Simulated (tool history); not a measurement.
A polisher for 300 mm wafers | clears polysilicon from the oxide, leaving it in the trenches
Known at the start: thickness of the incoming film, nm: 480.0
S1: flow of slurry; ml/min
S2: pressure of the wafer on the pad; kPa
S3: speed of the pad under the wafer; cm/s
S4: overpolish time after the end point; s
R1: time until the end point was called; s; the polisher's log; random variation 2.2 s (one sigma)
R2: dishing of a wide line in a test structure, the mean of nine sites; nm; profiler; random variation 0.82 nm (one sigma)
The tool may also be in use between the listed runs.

{"run": 1, "day": 0.0, "S1": 165, "S2": 15.9, "S3": 122, "S4": 14, "R1": 38.982, "R2": 39.687}
{"run": 2, "day": 0.321, "S1": 165, "S2": 15.9, "S3": 122, "S4": 10, "R1": 38.478, "R2": 39.497}
{"run": 3, "day": 0.675, "S1": 165, "S2": 15.9, "S3": 104, "S4": 10, "R1": 45.943, "R2": 38.961}
{"run": 4, "day": 1.033, "S1": 165, "S2": 13.8, "S3": 96, "S4": 10, "R1": 54.162, "R2": 36.006}
{"day": 1.154, "done": "worn pad replaced by a new one"}
{"run": 5, "day": 1.154, "S1": 165, "S2": 13.8, "S3": 126, "S4": 10, "R1": 39.871, "R2": 38.517}
{"run": 6, "day": 1.358, "S1": 150, "S2": 13.1, "S3": 110, "S4": 14, "R1": 47.689, "R2": 37.641}
{"run": 7, "day": 1.512, "S1": 150, "S2": 11.7, "S3": 96, "S4": 17, "R1": 58.601, "R2": 39.146}
{"run": 8, "day": 1.833, "S1": 145, "S2": 10.3, "S3": 86, "S4": 17, "R1": 75.781, "R2": 38.047}

Forecast run 9:
{"run": 9, "day": 1.879, "S1": 140, "S2": 6.9, "S3": 76, "S4": 21, "R1": "?", "R2": "?"}

{"run 9": {"R1": 130.02, "R2": 35.141}}

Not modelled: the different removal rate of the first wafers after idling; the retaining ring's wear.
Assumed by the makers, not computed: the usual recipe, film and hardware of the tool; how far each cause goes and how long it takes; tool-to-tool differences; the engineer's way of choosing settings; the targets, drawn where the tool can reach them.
